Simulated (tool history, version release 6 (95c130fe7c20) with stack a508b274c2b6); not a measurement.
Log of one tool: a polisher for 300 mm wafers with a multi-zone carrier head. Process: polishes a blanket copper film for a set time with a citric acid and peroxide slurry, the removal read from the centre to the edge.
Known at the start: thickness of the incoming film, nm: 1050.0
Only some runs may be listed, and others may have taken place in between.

run	hour	flow of slurry (ml/min)	pressure of the head's centre zone	pressure of the head's middle zone	pressure of the head's edge zone	abrasive content of the slurry	polishing time (s)	film removed at the wafer's centre (nm)	film removed at mid-radius (nm)	film removed at the wafer's edge (nm)
1	0	265	1	1	1	1	82	144.26	141.5	139.24
2	2.5	265	1	1.08	1	1	82	144.48	149.95	142.07
3	5.9	265	1	1.08	1	0.85	82	137.45	141.57	130.94
4	14.4	265	1	1.13	1	0.85	82	137.31	144.1	135.4
5	19.9	265	1	1.13	0.92	0.85	82	136.95	144.73	128.82
6	28.4	250	0.95	1.12	0.94	0.85	82	130.86	144.03	126.9
7	29.4	245	0.91	1.11	1	0.8	82	121.44	140.91	128.81

Predict the results of run 8:
8	33.3	235	0.89	1.1	1.01	0.8	82	?	?	?

film removed at the wafer's centre (nm): 119.45
film removed at mid-radius (nm): 140.69
film removed at the wafer's edge (nm): 132.9
